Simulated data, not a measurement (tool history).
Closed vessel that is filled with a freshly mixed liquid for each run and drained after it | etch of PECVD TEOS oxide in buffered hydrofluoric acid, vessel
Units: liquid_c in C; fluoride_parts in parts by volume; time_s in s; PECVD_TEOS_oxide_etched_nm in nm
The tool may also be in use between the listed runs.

| run | hour | liquid_c | fluoride_parts | time_s | PECVD_TEOS_oxide_etched_nm |
|---|---|---|---|---|---|
| 1 | 0 | 23 | 11 | 100 | 206.71 |
| 2 | 6.1 | 22 | 11 | 100 | 195.22 |
| 3 | 14.8 | 22 | 11 | 110 | 215.19 |
| 4 | 19 | 21 | 11.5 | 110 | 194.45 |
| 5 | 25.7 | 20.5 | 11.5 | 110 | 187.31 |
| 6 | 29 | 20 | 11.5 | 110 | 182.88 |

Forecast run 7:
| 7 | 36.2 | 19.5 | 11.5 | 110 | ? |

PECVD_TEOS_oxide_etched_nm: 179.06 nm
